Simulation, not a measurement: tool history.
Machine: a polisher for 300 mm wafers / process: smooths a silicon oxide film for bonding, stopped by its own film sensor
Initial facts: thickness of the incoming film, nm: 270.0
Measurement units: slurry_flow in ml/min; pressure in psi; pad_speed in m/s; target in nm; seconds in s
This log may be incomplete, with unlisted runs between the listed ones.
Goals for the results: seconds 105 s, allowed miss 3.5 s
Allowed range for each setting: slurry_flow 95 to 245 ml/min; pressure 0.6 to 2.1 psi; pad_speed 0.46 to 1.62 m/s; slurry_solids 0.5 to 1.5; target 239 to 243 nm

{"run": 1, "hour": 0.0, "slurry_flow": 155, "pressure": 1.3, "pad_speed": 1.04, "slurry_solids": 1, "target": 239, "seconds": 89.711}
{"run": 2, "hour": 5.8, "slurry_flow": 150, "pressure": 1.3, "pad_speed": 1.04, "slurry_solids": 1, "target": 239, "seconds": 88}
{"run": 3, "hour": 12.0, "slurry_flow": 150, "pressure": 1.3, "pad_speed": 1.2, "slurry_solids": 1, "target": 239, "seconds": 80.817}
{"run": 4, "hour": 14.0, "slurry_flow": 150, "pressure": 1.2, "pad_speed": 1.2, "slurry_solids": 1, "target": 239, "seconds": 85.46}
{"hour": 17.3, "done": "slurry blender recalibrated"}
{"run": 5, "hour": 17.3, "slurry_flow": 150, "pressure": 1.2, "pad_speed": 1.44, "slurry_solids": 1, "target": 239, "seconds": 66.833}
{"run": 6, "hour": 19.0, "slurry_flow": 170, "pressure": 1.2, "pad_speed": 1.44, "slurry_solids": 1, "target": 239, "seconds": 64.781}
{"run": 7, "hour": 26.1, "slurry_flow": 155, "pressure": 1.1, "pad_speed": 1.44, "slurry_solids": 1, "target": 239, "seconds": 71.522}
{"run": 8, "hour": 28.3, "slurry_flow": 145, "pressure": 1, "pad_speed": 1.44, "slurry_solids": 1, "target": 239, "seconds": 77.889}
{"run": 9, "hour": 36.8, "slurry_flow": 140, "pressure": 0.9, "pad_speed": 1.44, "slurry_solids": 1, "target": 239, "seconds": 88.941}

Which one of the following 4 next-run settings gets every result inside its allowed miss? There is exactly one.
{"run": "A", "hour": 45.3, "slurry_flow": 140, "pressure": 0.8, "pad_speed": 1.54, "slurry_solids": 0.7, "target": 239, "seconds": "?"}
{"run": "B", "hour": 45.3, "slurry_flow": 155, "pressure": 1.3, "pad_speed": 1.1, "slurry_solids": 0.9, "target": 239, "seconds": "?"}
{"run": "C", "hour": 45.3, "slurry_flow": 175, "pressure": 0.9, "pad_speed": 1.6, "slurry_solids": 1.05, "target": 242, "seconds": "?"}
{"run": "D", "hour": 45.3, "slurry_flow": 115, "pressure": 0.8, "pad_speed": 1.42, "slurry_solids": 1, "target": 239, "seconds": "?"}

move=A seconds=111.88
move=B seconds=78.592
move=C seconds=67.433
move=D seconds=102.31
A: carries the result that was furthest off beyond its target, to the other side
B: misses by more than the last run did
C: misses by more than the last run did
D: in spec on every target
The right move is D.
